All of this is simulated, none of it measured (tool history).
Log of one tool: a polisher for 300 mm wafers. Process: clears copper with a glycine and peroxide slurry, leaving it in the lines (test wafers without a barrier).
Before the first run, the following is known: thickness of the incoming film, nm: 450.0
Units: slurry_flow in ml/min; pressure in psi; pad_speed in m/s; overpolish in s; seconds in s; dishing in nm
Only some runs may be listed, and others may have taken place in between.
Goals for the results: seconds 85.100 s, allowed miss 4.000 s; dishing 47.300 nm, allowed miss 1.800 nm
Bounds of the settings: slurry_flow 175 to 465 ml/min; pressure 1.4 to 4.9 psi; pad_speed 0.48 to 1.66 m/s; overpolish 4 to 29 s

run,hour,slurry_flow,pressure,pad_speed,overpolish,seconds,dishing
1,0.0,295,3.1,1.06,15,65.019,60.382
2,5.7,295,3.1,1.32,15,53.350,70.440
3,7.7,295,2.8,1.32,15,58.753,65.356
4,15.0,295,2.3,1.32,15,70.633,57.189
5,22.3,295,2.3,1.32,10,70.647,41.182
6,25.7,295,2.2,1.32,11,72.913,43.223
7,30.8,295,2.1,1.32,11,74.441,41.666
8,37.1,295,1.9,1.30,13,81.802,44.782
9,45.9,295,1.8,1.30,14,85.274,45.494

Consider the 4 candidate settings below. Which is the only one whose results all fall within their allowed miss of target?
A,54.7,270,2.2,1.12,12,?,?
B,54.7,295,1.7,1.40,13,?,?
C,54.7,345,1.8,1.38,12,?,?
D,54.7,325,1.8,1.28,15,?,?

move,seconds,dishing
A,83.741,40.580
B,85.308,42.092
C,81.251,41.116
D,86.748,46.929
A: moves away from the targets compared with the last run
B: moves away from the targets compared with the last run
C: moves away from the targets compared with the last run
D: every result lands within tolerance
D meets every target.
